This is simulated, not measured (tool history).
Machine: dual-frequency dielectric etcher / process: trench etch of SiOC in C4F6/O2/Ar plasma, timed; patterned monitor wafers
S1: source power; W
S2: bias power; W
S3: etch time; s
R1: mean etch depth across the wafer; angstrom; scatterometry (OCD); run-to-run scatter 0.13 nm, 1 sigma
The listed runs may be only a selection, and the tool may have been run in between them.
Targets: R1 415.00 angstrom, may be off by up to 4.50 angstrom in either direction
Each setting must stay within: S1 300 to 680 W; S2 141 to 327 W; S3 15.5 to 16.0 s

run  hour   S1   S2    S3      R1
  1   0.0  490  234  15.5  455.70
  2   7.2  460  233  15.5  446.03
  3   8.9  430  232  15.5  437.94
  4  13.5  410  231  15.5  433.44
  5  19.3  410  231  15.5  430.57
  6  22.6  400  230  15.5  428.70
  7  28.0  390  229  15.5  426.83
  8  29.1  380  228  15.5  421.66
     35.9  -- wet clean of the chamber
  9  35.9  370  228  15.5  400.52
 10  40.6  380  228  15.5  402.83
 11  46.0  390  228  15.5  404.27
 12  51.4  400  228  15.5  406.33
 13  55.2  410  228  15.5  411.74

Which of these 4 next moves meets every target?
  A  59.0  390  230  15.5   ?
  B  59.0  380  248  15.5   ?
  C  59.0  390  215  16.0   ?
  D  59.0  490  200  15.5   ?

move      R1
   A  405.72
   B  415.90
   C  407.16
   D  407.28
A: its largest miss is bigger than the last run's
B: in spec on every target
C: its largest miss is bigger than the last run's
D: its largest miss is bigger than the last run's
B meets every target.
